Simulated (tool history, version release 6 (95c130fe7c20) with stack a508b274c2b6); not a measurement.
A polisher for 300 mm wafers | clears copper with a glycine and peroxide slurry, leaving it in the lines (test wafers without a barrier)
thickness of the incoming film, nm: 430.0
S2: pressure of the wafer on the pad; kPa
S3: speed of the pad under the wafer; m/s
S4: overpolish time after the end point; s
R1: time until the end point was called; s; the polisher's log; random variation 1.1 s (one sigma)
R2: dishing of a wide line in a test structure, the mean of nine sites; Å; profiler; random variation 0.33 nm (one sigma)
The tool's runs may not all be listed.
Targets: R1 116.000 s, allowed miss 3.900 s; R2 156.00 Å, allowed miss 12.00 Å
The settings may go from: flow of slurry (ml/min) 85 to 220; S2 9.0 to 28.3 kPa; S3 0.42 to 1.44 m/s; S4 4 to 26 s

run 1 hour=0.0 | flow_of_slurry_(ml/min)=140 S2=18.6 S3=0.92 S4=13 | R1=102.210 R2=401.68
run 2 hour=6.5 | flow_of_slurry_(ml/min)=140 S2=21.4 S3=0.92 S4=13 | R1=91.082 R2=451.94
run 3 hour=9.4 | flow_of_slurry_(ml/min)=140 S2=21.4 S3=0.92 S4=8 | R1=91.025 R2=301.30
run 4 hour=18.4 | flow_of_slurry_(ml/min)=135 S2=19.3 S3=0.94 S4=7 | R1=97.322 R2=253.47
run 5 hour=24.8 | flow_of_slurry_(ml/min)=120 S2=17.9 S3=0.96 S4=6 | R1=106.210 R2=201.70
run 6 hour=30.9 | flow_of_slurry_(ml/min)=110 S2=17.9 S3=0.96 S4=6 | R1=109.320 R2=192.57
run 7 hour=39.3 | flow_of_slurry_(ml/min)=105 S2=17.9 S3=0.96 S4=6 | R1=110.640 R2=191.84
run 8 hour=44.6 | flow_of_slurry_(ml/min)=100 S2=17.9 S3=0.96 S4=5 | R1=112.130 R2=155.98

5 next moves are on the table. One of them brings every result within its allowed miss. Which?
run A hour=49.9 | flow_of_slurry_(ml/min)=130 S2=19.3 S3=0.86 S4=4 | R1=? R2=?
run B hour=49.9 | flow_of_slurry_(ml/min)=90 S2=18.6 S3=0.98 S4=5 | R1=? R2=?
run C hour=49.9 | flow_of_slurry_(ml/min)=115 S2=17.2 S3=0.88 S4=6 | R1=? R2=?
run D hour=49.9 | flow_of_slurry_(ml/min)=90 S2=15.2 S3=1.14 S4=6 | R1=? R2=?
run E hour=49.9 | flow_of_slurry_(ml/min)=90 S2=17.2 S3=1.00 S4=5 | R1=? R2=?

move=A R1=107.840 R2=135.72
move=B R1=110.530 R2=163.65
move=C R1=119.290 R2=180.87
move=D R1=115.450 R2=185.69
move=E R1=115.750 R2=156.53
A: further off than the last run
B: further off than the last run
C: brings the result that was furthest off to its target, and leaves another outside
D: brings the result that was furthest off to its target, and leaves another outside
E: meets every target
Move E is the one to make.
